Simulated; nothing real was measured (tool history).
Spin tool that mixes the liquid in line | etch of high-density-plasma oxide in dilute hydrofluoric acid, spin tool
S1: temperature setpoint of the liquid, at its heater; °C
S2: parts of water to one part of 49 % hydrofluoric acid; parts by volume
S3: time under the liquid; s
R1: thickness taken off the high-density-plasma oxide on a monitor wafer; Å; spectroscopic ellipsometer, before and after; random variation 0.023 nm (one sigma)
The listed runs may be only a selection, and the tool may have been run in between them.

run	hour	S1	S2	S3	R1
1	0.0	23.0	265	75	11.496
2	8.6	23.0	220	75	14.419
3	11.3	23.0	155	75	21.828
4	16.7	23.0	90	75	40.147
5	18.6	23.0	60	75	62.284
6	26.8	23.0	55	75	69.673

Forecast run 7:
7	28.8	21.5	90	75	?

Run 7 gave R1 38.063 Å.
